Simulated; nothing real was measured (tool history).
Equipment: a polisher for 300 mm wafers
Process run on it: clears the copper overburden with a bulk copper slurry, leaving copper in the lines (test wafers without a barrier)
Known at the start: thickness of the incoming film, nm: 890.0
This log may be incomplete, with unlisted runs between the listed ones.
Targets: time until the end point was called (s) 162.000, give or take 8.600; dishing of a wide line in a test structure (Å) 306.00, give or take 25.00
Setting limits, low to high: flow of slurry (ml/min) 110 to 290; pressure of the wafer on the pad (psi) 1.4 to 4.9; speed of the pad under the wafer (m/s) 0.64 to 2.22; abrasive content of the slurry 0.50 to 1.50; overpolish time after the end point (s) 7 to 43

run,hour,flow of slurry (ml/min),pressure of the wafer on the pad (psi),speed of the pad under the wafer (m/s),abrasive content of the slurry,overpolish time after the end point (s),time until the end point was called (s),dishing of a wide line in a test structure (Å)
1,0.0,185,3.1,1.42,1.00,22,60.942,459.69
2,2.0,185,3.1,1.42,1.00,17,61.215,434.66
3,8.6,185,3.1,1.42,1.00,12,61.337,421.07
4,17.5,180,2.5,1.22,1.00,10,84.346,370.80
5,23.0,175,2.1,1.06,1.00,10,114.430,331.50
6,24.6,175,2.1,1.06,0.85,10,120.680,321.67
7,32.5,175,1.4,0.98,0.75,9,192.610,231.20
8,35.8,165,1.6,0.90,0.85,11,185.460,275.28
9,43.0,170,1.7,0.88,0.85,12,177.290,284.29

5 candidate next runs follow, results not yet known. Just one meets every target within its allowed miss. Identify it.
A,50.2,150,2.6,0.68,0.65,11,?,?
B,50.2,245,2.2,0.72,0.90,9,?,?
C,50.2,240,2.5,0.64,0.80,16,?,?
D,50.2,175,2.2,0.82,0.95,11,?,?
E,50.2,120,2.1,0.94,0.85,7,?,?

move,time until the end point was called (s),dishing of a wide line in a test structure (Å)
A,164.640,291.06
B,158.780,262.09
C,162.000,349.51
D,144.810,307.65
E,145.270,236.24
A: all results land within tolerance of their targets
B: the furthest-off result lands on target, but another misses its tolerance
C: the furthest-off result lands on target, but another misses its tolerance
D: carries the result that was furthest off beyond its target, to the other side
E: carries the result that was furthest off beyond its target, to the other side
A is the move that brings every result within its allowed miss.
